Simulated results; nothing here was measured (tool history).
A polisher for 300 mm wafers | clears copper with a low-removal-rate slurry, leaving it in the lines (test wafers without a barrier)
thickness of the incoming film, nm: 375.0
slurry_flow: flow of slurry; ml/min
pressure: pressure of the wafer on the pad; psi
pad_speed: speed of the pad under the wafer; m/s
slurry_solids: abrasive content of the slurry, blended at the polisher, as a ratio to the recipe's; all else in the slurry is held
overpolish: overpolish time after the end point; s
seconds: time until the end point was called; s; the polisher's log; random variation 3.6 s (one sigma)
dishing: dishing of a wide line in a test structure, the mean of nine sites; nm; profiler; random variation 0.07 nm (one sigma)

| run | hour | slurry_flow | pressure | pad_speed | slurry_solids | overpolish | seconds | dishing |
|---|---|---|---|---|---|---|---|---|
| 1 | 0 | 245 | 2.7 | 0.98 | 1 | 11 | 158.16 | 19.082 |
| 2 | 5.8 | 245 | 2.7 | 1.1 | 1 | 11 | 138.22 | 21.791 |
| 3 | 10.9 | 255 | 2.5 | 1.02 | 1.05 | 9 | 157.38 | 15.459 |
| 4 | 12.3 | 280 | 2.3 | 0.96 | 1.15 | 8 | 170.43 | 12.868 |
| 5 | 20.5 | 300 | 2.1 | 0.9 | 1.2 | 7 | 193.51 | 9.9172 |
| 6 | 22.5 | 300 | 2.1 | 0.9 | 1.35 | 7 | 188.89 | 10.33 |

Run 7 comes next. What will it give?
| 7 | 28.3 | 315 | 1.9 | 0.88 | 1.25 | 6 | ? | ? |

seconds: 208.61 s
dishing: 8.0263 nm

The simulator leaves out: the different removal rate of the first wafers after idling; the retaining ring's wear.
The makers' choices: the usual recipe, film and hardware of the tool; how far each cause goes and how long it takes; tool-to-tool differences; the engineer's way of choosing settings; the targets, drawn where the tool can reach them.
